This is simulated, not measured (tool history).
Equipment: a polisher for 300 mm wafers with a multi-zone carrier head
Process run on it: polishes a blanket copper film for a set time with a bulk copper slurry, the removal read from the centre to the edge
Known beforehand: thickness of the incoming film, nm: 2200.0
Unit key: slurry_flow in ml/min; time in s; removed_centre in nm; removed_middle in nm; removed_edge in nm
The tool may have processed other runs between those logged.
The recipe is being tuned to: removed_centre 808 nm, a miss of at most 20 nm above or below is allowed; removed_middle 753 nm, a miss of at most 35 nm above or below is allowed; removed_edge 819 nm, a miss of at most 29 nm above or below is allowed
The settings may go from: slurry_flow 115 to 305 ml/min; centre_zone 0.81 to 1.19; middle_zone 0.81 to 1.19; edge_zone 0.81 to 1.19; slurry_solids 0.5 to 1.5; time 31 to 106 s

{"run": 1, "day": 0.0, "slurry_flow": 195, "centre_zone": 1, "middle_zone": 1, "edge_zone": 1, "slurry_solids": 1, "time": 68, "removed_centre": 598.03, "removed_middle": 581.64, "removed_edge": 617.43}
{"run": 2, "day": 0.317, "slurry_flow": 235, "centre_zone": 1, "middle_zone": 1, "edge_zone": 1, "slurry_solids": 1, "time": 68, "removed_centre": 612.19, "removed_middle": 593.86, "removed_edge": 632.3}
{"run": 3, "day": 0.504, "slurry_flow": 235, "centre_zone": 1, "middle_zone": 1, "edge_zone": 1, "slurry_solids": 0.85, "time": 68, "removed_centre": 600.8, "removed_middle": 587.46, "removed_edge": 612.01}
{"run": 4, "day": 0.738, "slurry_flow": 190, "centre_zone": 1, "middle_zone": 1, "edge_zone": 1, "slurry_solids": 0.85, "time": 68, "removed_centre": 571.89, "removed_middle": 573.52, "removed_edge": 598.36}
{"run": 5, "day": 0.783, "slurry_flow": 195, "centre_zone": 1.02, "middle_zone": 1.03, "edge_zone": 1.04, "slurry_solids": 1.05, "time": 70, "removed_centre": 628.41, "removed_middle": 637.09, "removed_edge": 642.08}
{"run": 6, "day": 1.15, "slurry_flow": 230, "centre_zone": 1.02, "middle_zone": 1.03, "edge_zone": 1.04, "slurry_solids": 1.05, "time": 70, "removed_centre": 648.61, "removed_middle": 657.48, "removed_edge": 671.82}
{"run": 7, "day": 1.421, "slurry_flow": 245, "centre_zone": 1.05, "middle_zone": 1.02, "edge_zone": 1.08, "slurry_solids": 1.15, "time": 70, "removed_centre": 681.81, "removed_middle": 652.69, "removed_edge": 703.95}
{"run": 8, "day": 1.629, "slurry_flow": 255, "centre_zone": 1.07, "middle_zone": 1.03, "edge_zone": 1.1, "slurry_solids": 1.25, "time": 70, "removed_centre": 716.62, "removed_middle": 663.92, "removed_edge": 720.27}
{"run": 9, "day": 1.712, "slurry_flow": 265, "centre_zone": 1.08, "middle_zone": 1.04, "edge_zone": 1.12, "slurry_solids": 1.3, "time": 71, "removed_centre": 733.7, "removed_middle": 690.62, "removed_edge": 756.12}
{"run": 10, "day": 1.821, "slurry_flow": 270, "centre_zone": 1.1, "middle_zone": 1.05, "edge_zone": 1.13, "slurry_solids": 1.35, "time": 71, "removed_centre": 756.33, "removed_middle": 704.84, "removed_edge": 748.65}
{"day": 1.888, "done": "edge zone pressure recalibrated"}
{"run": 11, "day": 1.888, "slurry_flow": 275, "centre_zone": 1.1, "middle_zone": 1.05, "edge_zone": 1.14, "slurry_solids": 1.4, "time": 72, "removed_centre": 784.11, "removed_middle": 715.9, "removed_edge": 749.86}
{"run": 12, "day": 2.15, "slurry_flow": 280, "centre_zone": 1.09, "middle_zone": 1.05, "edge_zone": 1.15, "slurry_solids": 1.4, "time": 73, "removed_centre": 790.08, "removed_middle": 718.22, "removed_edge": 760.95}
{"run": 13, "day": 2.454, "slurry_flow": 265, "centre_zone": 1.1, "middle_zone": 1.05, "edge_zone": 1.16, "slurry_solids": 1.35, "time": 75, "removed_centre": 803.89, "removed_middle": 737.56, "removed_edge": 772.63}
{"run": 14, "day": 2.488, "slurry_flow": 275, "centre_zone": 1.08, "middle_zone": 1.04, "edge_zone": 1.16, "slurry_solids": 1.4, "time": 75, "removed_centre": 790.11, "removed_middle": 771.9, "removed_edge": 772.43}
{"run": 15, "day": 2.738, "slurry_flow": 285, "centre_zone": 1.08, "middle_zone": 1.03, "edge_zone": 1.16, "slurry_solids": 1.3, "time": 76, "removed_centre": 794.17, "removed_middle": 738, "removed_edge": 773.36}
{"run": 16, "day": 3.083, "slurry_flow": 265, "centre_zone": 1.07, "middle_zone": 1, "edge_zone": 1.15, "slurry_solids": 1.35, "time": 77, "removed_centre": 798.91, "removed_middle": 738.25, "removed_edge": 780.45}

4 candidate next runs follow, results not yet known. Just one meets every target within its allowed miss. Identify it.
{"run": "A", "day": 3.429, "slurry_flow": 285, "centre_zone": 1.17, "middle_zone": 1.1, "edge_zone": 1.13, "slurry_solids": 1.4, "time": 73, "removed_centre": "?", "removed_middle": "?", "removed_edge": "?"}
{"run": "B", "day": 3.429, "slurry_flow": 245, "centre_zone": 1.04, "middle_zone": 0.97, "edge_zone": 1.18, "slurry_solids": 1.15, "time": 83, "removed_centre": "?", "removed_middle": "?", "removed_edge": "?"}
{"run": "C", "day": 3.429, "slurry_flow": 220, "centre_zone": 1.19, "middle_zone": 1.18, "edge_zone": 1.11, "slurry_solids": 1.5, "time": 72, "removed_centre": "?", "removed_middle": "?", "removed_edge": "?"}
{"run": "D", "day": 3.429, "slurry_flow": 255, "centre_zone": 1, "middle_zone": 1.03, "edge_zone": 1.18, "slurry_solids": 1.3, "time": 80, "removed_centre": "?", "removed_middle": "?", "removed_edge": "?"}

move=A removed_centre=840.36 removed_middle=773.34 removed_edge=761.61
move=B removed_centre=799.49 removed_middle=750.25 removed_edge=841.46
move=C removed_centre=825.78 removed_middle=794 removed_edge=736.05
move=D removed_centre=763.46 removed_middle=781.84 removed_edge=833.52
A: its largest miss is bigger than the last run's
B: in spec on every target
C: its largest miss is bigger than the last run's
D: the furthest-off result lands on target, but another misses its tolerance
So the answer is move B, the one that meets all the targets.

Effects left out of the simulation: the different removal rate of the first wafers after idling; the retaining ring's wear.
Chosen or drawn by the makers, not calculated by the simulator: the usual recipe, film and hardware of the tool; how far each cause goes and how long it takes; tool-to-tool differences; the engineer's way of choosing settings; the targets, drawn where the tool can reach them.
